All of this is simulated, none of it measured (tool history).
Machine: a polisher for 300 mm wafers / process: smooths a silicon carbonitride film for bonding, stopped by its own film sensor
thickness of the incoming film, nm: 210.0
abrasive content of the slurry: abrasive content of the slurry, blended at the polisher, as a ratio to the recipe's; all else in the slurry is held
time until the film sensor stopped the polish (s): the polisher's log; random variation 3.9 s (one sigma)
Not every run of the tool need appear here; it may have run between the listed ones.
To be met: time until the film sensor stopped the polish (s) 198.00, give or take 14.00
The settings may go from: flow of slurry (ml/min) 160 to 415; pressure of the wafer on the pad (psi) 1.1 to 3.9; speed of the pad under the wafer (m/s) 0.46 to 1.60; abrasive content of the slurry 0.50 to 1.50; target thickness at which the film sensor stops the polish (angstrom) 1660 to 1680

| run | hour | flow of slurry (ml/min) | pressure of the wafer on the pad (psi) | speed of the pad under the wafer (m/s) | abrasive content of the slurry | target thickness at which the film sensor stops the polish (angstrom) | time until the film sensor stopped the polish (s) |
|---|---|---|---|---|---|---|---|
| 1 | 0.0 | 265 | 2.5 | 1.02 | 1.00 | 1680 | 131.36 |
| 2 | 8.0 | 265 | 2.5 | 1.02 | 0.85 | 1680 | 145.47 |
| 3 | 13.0 | 265 | 2.5 | 1.02 | 1.00 | 1680 | 130.47 |
| 4 | 18.7 | 200 | 2.5 | 1.02 | 1.00 | 1680 | 133.45 |
| 5 | 25.4 | 200 | 2.5 | 1.02 | 1.00 | 1680 | 137.02 |
| 6 | 34.0 | 200 | 2.4 | 1.02 | 1.00 | 1680 | 148.28 |
| 7 | 36.9 | 200 | 2.3 | 1.02 | 1.00 | 1680 | 146.99 |
| 8 | 41.0 | 200 | 2.2 | 1.02 | 1.00 | 1680 | 158.76 |
| 9 | 41.9 | 200 | 2.0 | 1.00 | 1.00 | 1680 | 182.41 |

Which of these 5 next moves meets every target?
| A | 42.8 | 210 | 1.6 | 1.36 | 0.95 | 1680 | ? |
| B | 42.8 | 200 | 2.1 | 1.04 | 1.05 | 1670 | ? |
| C | 42.8 | 265 | 2.3 | 1.08 | 0.75 | 1670 | ? |
| D | 42.8 | 165 | 2.0 | 0.92 | 1.00 | 1670 | ? |
| E | 42.8 | 165 | 2.0 | 1.18 | 0.90 | 1680 | ? |

| move | time until the film sensor stopped the polish (s) |
|---|---|
| A | 166.30 |
| B | 156.28 |
| C | 155.19 |
| D | 190.19 |
| E | 160.05 |
A: further off than the last run
B: further off than the last run
C: further off than the last run
D: hits every target within its allowed miss
E: further off than the last run
So the answer is move D, the one that meets all the targets.
